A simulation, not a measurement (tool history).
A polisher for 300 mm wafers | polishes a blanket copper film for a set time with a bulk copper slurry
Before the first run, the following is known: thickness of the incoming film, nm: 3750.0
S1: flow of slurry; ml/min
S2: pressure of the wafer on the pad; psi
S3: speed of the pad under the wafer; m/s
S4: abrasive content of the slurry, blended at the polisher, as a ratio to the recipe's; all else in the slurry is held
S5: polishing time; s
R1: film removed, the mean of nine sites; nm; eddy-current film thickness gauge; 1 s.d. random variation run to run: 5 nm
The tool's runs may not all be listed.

Run 1, day 0.000: S1 185 ml/min, S2 2.4 psi, S3 1.28 m/s, S4 1.00, S5 78 s. Result: R1 641.76 nm.
Run 2, day 0.333: S1 185 ml/min, S2 2.3 psi, S3 1.28 m/s, S4 1.00, S5 78 s. Result: R1 605.89 nm.
Run 3, day 0.483: S1 185 ml/min, S2 2.2 psi, S3 1.28 m/s, S4 1.00, S5 78 s. Result: R1 583.16 nm.
Run 4, day 0.558: S1 185 ml/min, S2 2.2 psi, S3 1.28 m/s, S4 1.15, S5 78 s. Result: R1 604.49 nm.
Run 5, day 0.712: S1 185 ml/min, S2 2.2 psi, S3 1.28 m/s, S4 1.00, S5 78 s. Result: R1 588.92 nm.
Run 6, day 0.879: S1 185 ml/min, S2 2.1 psi, S3 1.28 m/s, S4 1.00, S5 78 s. Result: R1 572.58 nm.
Run 7, day 0.954: S1 175 ml/min, S2 1.5 psi, S3 1.26 m/s, S4 1.00, S5 78 s. Result: R1 420.15 nm.
Run 8, day 1.000: S1 180 ml/min, S2 1.5 psi, S3 1.26 m/s, S4 1.00, S5 78 s. Result: R1 421.33 nm.

Run 9 is up next; what results do you expect?
Run 9, day 1.029: S1 190 ml/min, S2 1.6 psi, S3 1.26 m/s, S4 1.00, S5 78 s. Result: R1 ?.

Logged for run 9: R1 454.03 nm.

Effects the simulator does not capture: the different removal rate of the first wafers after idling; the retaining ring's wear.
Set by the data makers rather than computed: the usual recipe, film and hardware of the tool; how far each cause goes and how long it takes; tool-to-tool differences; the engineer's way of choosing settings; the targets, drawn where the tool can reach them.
